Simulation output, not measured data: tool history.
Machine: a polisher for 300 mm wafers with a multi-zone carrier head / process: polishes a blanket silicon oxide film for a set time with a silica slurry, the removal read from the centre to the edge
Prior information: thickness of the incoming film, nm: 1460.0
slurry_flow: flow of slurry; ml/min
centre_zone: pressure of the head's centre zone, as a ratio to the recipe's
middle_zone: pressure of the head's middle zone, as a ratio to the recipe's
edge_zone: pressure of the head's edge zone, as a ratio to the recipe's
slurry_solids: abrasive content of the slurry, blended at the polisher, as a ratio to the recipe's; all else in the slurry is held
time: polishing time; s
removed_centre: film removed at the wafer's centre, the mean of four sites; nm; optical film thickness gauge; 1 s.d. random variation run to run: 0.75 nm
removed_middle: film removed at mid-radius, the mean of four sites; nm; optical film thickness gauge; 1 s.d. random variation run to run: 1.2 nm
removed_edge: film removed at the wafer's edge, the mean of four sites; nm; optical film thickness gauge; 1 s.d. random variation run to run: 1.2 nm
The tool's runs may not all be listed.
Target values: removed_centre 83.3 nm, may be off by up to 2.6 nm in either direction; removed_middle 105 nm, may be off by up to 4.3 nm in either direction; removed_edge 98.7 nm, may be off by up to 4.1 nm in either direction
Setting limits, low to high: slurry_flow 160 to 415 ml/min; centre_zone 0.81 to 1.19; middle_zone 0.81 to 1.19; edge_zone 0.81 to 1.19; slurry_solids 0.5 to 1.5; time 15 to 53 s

run  hour  slurry_flow  centre_zone  middle_zone  edge_zone  slurry_solids  time  removed_centre  removed_middle  removed_edge
  1     0          265            1            1          1              1    34           82.51          83.521         84.72
  2   7.4          265            1            1          1              1    38          91.827          93.359        93.267
  3     8          260         0.96         1.03       1.02              1    38          88.959          94.345        94.013
  4   9.9          260         0.96         1.03       1.02              1    44          101.87          112.12        107.19
  5  17.5          260         0.96         1.03       1.02           1.15    44          110.13          119.07        116.12
  6  25.9          260         0.96         1.03       0.96           1.15    44          112.37          120.75        116.85
  7  31.6          250         0.92         1.04       0.97           1.05    44          103.44          116.48        109.82
     35.9  -- slurry nozzle cleaned
  8  35.9          245         0.88         1.04          1              1    44          99.689          113.23        110.35
  9  44.4          195         0.81         1.13       1.01           0.75    43          72.323          94.025        85.659
 10  49.8          235         0.82         1.13       1.03           0.75    43          74.601          96.392        89.006
 11  58.6          265         0.83         1.13       1.04           0.75    43          75.941          100.02        90.461
 12  61.3          265         0.83         1.13       1.04           0.75    43          76.208          98.763        90.734
 13  66.3          290         0.84         1.12       1.05           0.75    43           76.19          98.218        88.634

Exercise: of the 5 proposed moves below, exactly one satisfies all targets within the stated allowed misses. Which move is it?
  A  71.3          310         0.92         1.02       0.99           0.75    46               ?               ?             ?
  B  71.3          300         0.88         1.11       1.03           0.75    40               ?               ?             ?
  C  71.3          330         0.92         1.13       0.98           0.75    43               ?               ?             ?
  D  71.3          365         0.89         1.19          1            0.7    46               ?               ?             ?
  E  71.3          285         0.86         1.15       1.13           0.65    52               ?               ?             ?

move  removed_centre  removed_middle  removed_edge
   A          89.374           98.15        94.526
   B          74.977          91.514        83.432
   C          84.029          100.58        88.133
   D          83.372          106.91        90.177
   E          84.113           107.7        99.529
A: takes the biggest miss from the last run beyond its target
B: further off than the last run
C: the worst result of the last run now meets its target, but another is out of spec
D: the worst result of the last run now meets its target, but another is out of spec
E: each result inside its tolerance
So the answer is move E, the one that meets all the targets.
